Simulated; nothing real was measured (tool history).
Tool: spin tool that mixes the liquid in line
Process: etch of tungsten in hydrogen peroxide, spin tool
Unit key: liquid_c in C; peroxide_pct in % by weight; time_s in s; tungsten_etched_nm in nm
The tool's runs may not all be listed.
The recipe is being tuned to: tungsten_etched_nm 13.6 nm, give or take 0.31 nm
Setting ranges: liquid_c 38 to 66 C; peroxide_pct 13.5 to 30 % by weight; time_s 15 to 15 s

run,hour,liquid_c,peroxide_pct,time_s,tungsten_etched_nm
1,0,54,25.5,15,17.772
2,3.3,52.5,25.5,15,16.164
3,4.3,55,25.5,15,19.013
4,11.6,55,25.5,15,18.962
5,13,55,27.5,15,19.401
6,19,61.5,27.5,15,28.58
7,27.3,57.5,27.5,15,22.735
8,30.9,55,27.5,15,19.666
9,33.3,53,27.5,15,17.403
10,34.3,51.5,27.5,15,15.946
11,37.1,50.5,27.5,15,14.959
12,45.4,50,27.5,15,14.426
13,52.8,49.5,27.5,15,13.959

Which single option among these 5 for the next run brings every result within its allowed miss of target? Just one does.
A,60.2,49.5,29.5,15,?
B,60.2,48.5,29.5,15,?
C,60.2,50,28.5,15,?
D,60.2,51,25.5,15,?
E,60.2,50.5,25.5,15,?

move,tungsten_etched_nm
A,14.408
B,13.549
C,14.602
D,14.68
E,14.24
A: moves away from the targets compared with the last run
B: all results in spec
C: moves away from the targets compared with the last run
D: moves away from the targets compared with the last run
E: moves away from the targets compared with the last run
B meets every target.

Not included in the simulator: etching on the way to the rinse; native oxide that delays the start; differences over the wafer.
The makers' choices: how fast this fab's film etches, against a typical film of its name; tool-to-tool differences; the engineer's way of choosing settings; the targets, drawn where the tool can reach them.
